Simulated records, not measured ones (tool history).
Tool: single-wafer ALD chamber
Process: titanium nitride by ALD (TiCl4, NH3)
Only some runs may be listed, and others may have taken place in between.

run,hour,heater temperature setpoint (deg C),number of ALD cycles (cycles),NH3 pulse time (s),mean film thickness on the monitor wafer (angstrom)
1,0.0,380,72,2.60,17.015
2,4.1,380,72,3.07,17.039
3,9.8,380,72,3.07,17.228
4,16.4,380,72,2.38,16.971
5,21.2,373,71,1.96,16.295
6,22.4,373,71,2.70,16.825

The next listed run, before its measurement:
7,30.8,368,70,2.19,?

For run 7 the tool returned mean film thickness on the monitor wafer (angstrom) 15.977.
